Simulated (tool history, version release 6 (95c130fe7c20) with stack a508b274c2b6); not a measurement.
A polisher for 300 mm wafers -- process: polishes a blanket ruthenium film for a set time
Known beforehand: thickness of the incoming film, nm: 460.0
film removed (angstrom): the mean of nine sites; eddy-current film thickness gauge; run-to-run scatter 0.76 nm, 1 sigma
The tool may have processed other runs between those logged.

| run | hour | flow of slurry (ml/min) | pressure of the wafer on the pad (psi) | speed of the pad under the wafer (cm/s) | polishing time (s) | film removed (angstrom) |
|---|---|---|---|---|---|---|
| 1 | 0 | 200 | 1.7 | 86 | 51 | 351.9 |
| 2 | 5.4 | 200 | 1.9 | 86 | 51 | 396.49 |
| 3 | 6.8 | 165 | 1.9 | 86 | 51 | 390.67 |
| 4 | 9.3 | 165 | 2 | 86 | 51 | 412.59 |
| 5 | 17.4 | 165 | 2.1 | 86 | 51 | 425.31 |
| 6 | 20.1 | 165 | 2.2 | 86 | 51 | 445.13 |
| 7 | 27 | 165 | 2.2 | 86 | 51 | 442.33 |

Estimate the outcome of run 8 from the log above:
| 8 | 32.7 | 165 | 2.3 | 86 | 51 | ? |

{"run 8": {"film removed (angstrom)": 474.2}}
